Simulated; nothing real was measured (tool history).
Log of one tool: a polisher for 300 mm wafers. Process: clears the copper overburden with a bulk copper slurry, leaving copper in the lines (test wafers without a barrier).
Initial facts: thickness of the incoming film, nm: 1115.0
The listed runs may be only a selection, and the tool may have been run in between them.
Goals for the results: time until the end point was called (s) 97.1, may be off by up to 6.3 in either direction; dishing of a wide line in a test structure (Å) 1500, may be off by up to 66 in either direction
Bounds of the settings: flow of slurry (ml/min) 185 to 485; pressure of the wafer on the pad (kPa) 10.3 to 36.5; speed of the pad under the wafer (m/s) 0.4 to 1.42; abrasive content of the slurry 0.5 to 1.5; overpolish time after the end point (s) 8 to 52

| run | day | flow of slurry (ml/min) | pressure of the wafer on the pad (kPa) | speed of the pad under the wafer (m/s) | abrasive content of the slurry | overpolish time after the end point (s) | time until the end point was called (s) | dishing of a wide line in a test structure (Å) |
|---|---|---|---|---|---|---|---|---|
| 1 | 0 | 310 | 23.4 | 0.9 | 1 | 26 | 128.52 | 1081.8 |
| 2 | 0.283 | 310 | 23.4 | 1.12 | 1 | 26 | 105.31 | 1185.8 |
| 3 | 0.45 | 310 | 23.4 | 1.12 | 1 | 16 | 106.12 | 907.68 |
| 4 | 0.5 | 310 | 23.4 | 1.28 | 1 | 16 | 91.337 | 952.77 |
|  | 0.533 | slurry nozzle cleaned |
| 5 | 0.533 | 310 | 23.4 | 1.16 | 1 | 16 | 96.447 | 974.54 |
| 6 | 0.721 | 380 | 23.4 | 1.16 | 1 | 16 | 92.546 | 965.4 |
| 7 | 0.983 | 375 | 24.1 | 1.14 | 1 | 18 | 93.692 | 1072.1 |
| 8 | 1.317 | 375 | 24.1 | 1.14 | 1 | 18 | 94.638 | 1065.1 |
| 9 | 1.425 | 380 | 24.8 | 1.12 | 1 | 19 | 95.055 | 1081.9 |

Pick the move, out of 5, that brings all results within their allowed miss; only one does.
| A | 1.533 | 390 | 22.1 | 1.18 | 1.05 | 31 | ? | ? |
| B | 1.533 | 390 | 24.8 | 1.36 | 0.75 | 24 | ? | ? |
| C | 1.533 | 420 | 26.2 | 1.2 | 1 | 32 | ? | ? |
| D | 1.533 | 325 | 27.6 | 1 | 0.95 | 38 | ? | ? |
| E | 1.533 | 480 | 29.6 | 1.1 | 0.9 | 23 | ? | ? |

| move | time until the end point was called (s) | dishing of a wide line in a test structure (Å) |
|---|---|---|
| A | 96.201 | 1344.5 |
| B | 80.49 | 1329.2 |
| C | 81.724 | 1498.2 |
| D | 95.852 | 1520.4 |
| E | 80.474 | 1341.5 |
A: nearer than the last run, and not there yet
B: nearer than the last run, and not there yet
C: brings the result that was furthest off to its target, and leaves another outside
D: hits every target within its allowed miss
E: nearer than the last run, and not there yet
D is the move that brings every result within its allowed miss.

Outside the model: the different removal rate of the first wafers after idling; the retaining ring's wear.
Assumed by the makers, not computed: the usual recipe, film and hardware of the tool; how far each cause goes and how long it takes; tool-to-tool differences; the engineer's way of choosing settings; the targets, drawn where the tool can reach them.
